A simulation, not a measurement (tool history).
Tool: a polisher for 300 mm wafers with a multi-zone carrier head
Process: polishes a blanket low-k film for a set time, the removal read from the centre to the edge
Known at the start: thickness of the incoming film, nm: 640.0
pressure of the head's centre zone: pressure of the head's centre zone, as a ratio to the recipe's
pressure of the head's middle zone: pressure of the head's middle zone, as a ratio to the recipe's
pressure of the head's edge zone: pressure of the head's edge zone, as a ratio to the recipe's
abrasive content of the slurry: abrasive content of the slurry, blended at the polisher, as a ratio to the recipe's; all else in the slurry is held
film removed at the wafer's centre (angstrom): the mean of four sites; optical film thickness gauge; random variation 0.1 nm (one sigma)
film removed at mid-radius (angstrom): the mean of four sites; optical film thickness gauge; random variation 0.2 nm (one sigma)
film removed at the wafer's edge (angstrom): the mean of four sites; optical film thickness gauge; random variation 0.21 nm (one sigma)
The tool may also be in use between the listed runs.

run	hour	flow of slurry (ml/min)	pressure of the head's centre zone	pressure of the head's middle zone	pressure of the head's edge zone	abrasive content of the slurry	polishing time (s)	film removed at the wafer's centre (angstrom)	film removed at mid-radius (angstrom)	film removed at the wafer's edge (angstrom)
1	0.0	165	1.00	1.00	1.00	1.00	63	171.45	166.15	164.42
2	6.5	165	1.00	1.00	1.00	1.00	48	129.17	128.27	127.25
3	14.7	165	1.00	1.00	1.06	1.00	48	131.10	125.32	134.62
4	16.4	165	1.00	1.00	1.06	0.80	48	117.99	117.11	117.78
5	22.3	175	0.99	1.05	1.09	0.95	48	127.92	128.33	130.65
6	29.6	180	0.97	1.08	1.11	1.10	48	134.11	141.82	140.60

The next listed run, before its measurement:
7	38.1	185	0.95	1.08	1.13	1.20	48	?	?	?

Run 7 gave film removed at the wafer's centre (angstrom) 137.14, film removed at mid-radius (angstrom) 149.69, film removed at the wafer's edge (angstrom) 146.04.
